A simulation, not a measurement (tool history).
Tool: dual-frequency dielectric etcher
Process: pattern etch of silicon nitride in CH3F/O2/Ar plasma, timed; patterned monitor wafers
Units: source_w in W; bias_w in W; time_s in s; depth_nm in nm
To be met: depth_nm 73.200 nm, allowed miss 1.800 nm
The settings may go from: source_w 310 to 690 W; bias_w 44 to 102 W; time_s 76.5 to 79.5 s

| run | hour | source_w | bias_w | time_s | depth_nm |
|---|---|---|---|---|---|
| 1 | 0.0 | 500 | 73 | 76.5 | 63.287 |
| 2 | 7.4 | 450 | 73 | 76.5 | 61.779 |
| 3 | 13.9 | 470 | 76 | 76.5 | 62.984 |
| 4 | 21.9 | 490 | 78 | 76.5 | 64.248 |
| 5 | 29.7 | 560 | 78 | 76.5 | 66.619 |
| 6 | 38.4 | 560 | 65 | 76.5 | 63.085 |
| 7 | 41.1 | 570 | 68 | 77.0 | 64.965 |
| 8 | 49.4 | 580 | 70 | 77.5 | 66.321 |
| 9 | 57.0 | 590 | 72 | 77.5 | 66.641 |
| 10 | 59.2 | 590 | 72 | 77.5 | 66.501 |
| 11 | 64.4 | 600 | 74 | 78.0 | 68.996 |
| 12 | 67.6 | 660 | 76 | 78.0 | 71.296 |
| 13 | 76.5 | 660 | 77 | 78.0 | 70.959 |

Which of these 4 next moves meets every target?
| A | 85.4 | 690 | 91 | 79.5 | ? |
| B | 85.4 | 690 | 72 | 77.0 | ? |
| C | 85.4 | 690 | 66 | 78.0 | ? |
| D | 85.4 | 690 | 86 | 76.5 | ? |

| move | depth_nm |
|---|---|
| A | 77.733 |
| B | 69.231 |
| C | 68.043 |
| D | 73.277 |
A: takes the result that was furthest off past its target
B: further off than the last run
C: further off than the last run
D: meets every target
Answer: D
